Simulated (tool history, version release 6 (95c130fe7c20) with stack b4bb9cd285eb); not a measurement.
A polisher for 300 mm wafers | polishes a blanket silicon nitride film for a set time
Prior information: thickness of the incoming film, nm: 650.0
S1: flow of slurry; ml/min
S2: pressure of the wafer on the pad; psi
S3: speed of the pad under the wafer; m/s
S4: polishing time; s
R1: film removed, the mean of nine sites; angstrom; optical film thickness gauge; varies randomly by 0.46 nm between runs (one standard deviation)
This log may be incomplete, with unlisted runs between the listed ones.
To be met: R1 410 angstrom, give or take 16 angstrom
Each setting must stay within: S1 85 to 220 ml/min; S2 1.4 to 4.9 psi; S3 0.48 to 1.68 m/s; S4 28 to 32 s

run  hour   S1   S2    S3  S4      R1
  1     0  140  3.1  1.08  32  471.87
  2   6.8  135    3  1.08  32  450.73
  3  10.8  130  2.9  1.08  32  429.81
  4  14.8  150  2.9  1.08  32  454.27
  5  19.4  140  2.9  1.08  32  451.03
  6  20.8  130  2.9  1.08  32  435.81
     22.3  -- slurry nozzle cleaned
  7  22.3  110  2.8  1.08  32  465.63
  8  29.4  120  2.7  1.08  32  447.26

Which one of the following 4 next-run settings gets every result inside its allowed miss? There is exactly one.
  A  36.5  125  2.6  1.02  32   ?
  B  36.5  105  2.9  1.22  29   ?
  C  36.5  140  2.9  1.06  29   ?
  D  36.5   90  3.1  1.04  31   ?

move      R1
   A  419.69
   B  466.69
   C  446.65
   D  446.84
A: all results in spec
B: its largest miss is bigger than the last run's
C: about as far from the targets as the last run
D: about as far from the targets as the last run
Correct choice: A, which meets every target
